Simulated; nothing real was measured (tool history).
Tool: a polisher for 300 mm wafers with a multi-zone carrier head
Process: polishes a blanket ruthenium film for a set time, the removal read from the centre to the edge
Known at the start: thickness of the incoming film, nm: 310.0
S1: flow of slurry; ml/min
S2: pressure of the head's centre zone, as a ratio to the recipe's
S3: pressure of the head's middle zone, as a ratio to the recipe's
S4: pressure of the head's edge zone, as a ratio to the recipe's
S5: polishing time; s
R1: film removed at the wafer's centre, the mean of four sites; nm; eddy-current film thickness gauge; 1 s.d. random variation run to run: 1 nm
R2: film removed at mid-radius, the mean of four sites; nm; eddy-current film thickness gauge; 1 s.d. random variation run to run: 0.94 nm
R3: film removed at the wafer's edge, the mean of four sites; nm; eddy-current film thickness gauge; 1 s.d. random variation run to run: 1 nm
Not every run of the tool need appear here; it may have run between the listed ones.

{"run": 1, "hour": 0.0, "S1": 195, "S2": 1.0, "S3": 1.0, "S4": 1.0, "S5": 78, "R1": 112.03, "R2": 112.84, "R3": 106.11}
{"run": 2, "hour": 1.9, "S1": 215, "S2": 1.0, "S3": 1.0, "S4": 1.0, "S5": 78, "R1": 115.5, "R2": 114.4, "R3": 109.62}
{"run": 3, "hour": 7.1, "S1": 215, "S2": 1.0, "S3": 1.0, "S4": 0.94, "S5": 78, "R1": 112.63, "R2": 114.24, "R3": 105.97}
{"run": 4, "hour": 12.9, "S1": 215, "S2": 1.0, "S3": 1.05, "S4": 0.94, "S5": 78, "R1": 114.1, "R2": 118.2, "R3": 106.56}
{"run": 5, "hour": 18.4, "S1": 230, "S2": 0.97, "S3": 1.07, "S4": 0.98, "S5": 78, "R1": 114.05, "R2": 120.97, "R3": 109.85}
{"run": 6, "hour": 27.3, "S1": 230, "S2": 0.97, "S3": 1.07, "S4": 0.9, "S5": 78, "R1": 113.87, "R2": 119.8, "R3": 104.5}
{"run": 7, "hour": 30.9, "S1": 240, "S2": 0.94, "S3": 1.1, "S4": 0.96, "S5": 78, "R1": 111.22, "R2": 123.58, "R3": 108.03}

For run 8, what comes out?
{"run": 8, "hour": 32.0, "S1": 250, "S2": 0.93, "S3": 1.12, "S4": 1.01, "S5": 79, "R1": "?", "R2": "?", "R3": "?"}

For run 8 the tool returned R1 110.20 nm, R2 127.30 nm, R3 112.52 nm.
